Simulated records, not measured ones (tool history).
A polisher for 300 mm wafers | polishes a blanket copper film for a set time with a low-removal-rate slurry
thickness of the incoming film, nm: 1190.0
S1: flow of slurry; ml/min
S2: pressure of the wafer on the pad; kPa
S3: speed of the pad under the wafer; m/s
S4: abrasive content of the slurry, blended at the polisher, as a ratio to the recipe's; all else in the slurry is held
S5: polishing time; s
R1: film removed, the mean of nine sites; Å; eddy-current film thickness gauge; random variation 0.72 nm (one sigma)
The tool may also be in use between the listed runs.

run  hour   S1    S2    S3   S4   S5      R1
  1     0  130  11.7  0.98    1  116  2335.5
  2   2.6  130  11.7  0.98    1  116  2314.1
  3    10  130  11.7   1.2    1  116  2744.2
  4  14.5  160  11.7   1.2    1  116  2873.2
  5  22.3  155    11  1.14    1  116  2565.8
  6  29.6  155    11  1.14  0.9  116  2503.5
  7  32.4  150  10.3   1.1  0.9  116  2247.4
  8  35.9  145   9.7  1.08  0.9  116  2082.7

Run 9 comes next. What will it give?
  9  44.7  140   9  1.06  0.9  116   ?

{"run 9": {"R1": 1883.7}}
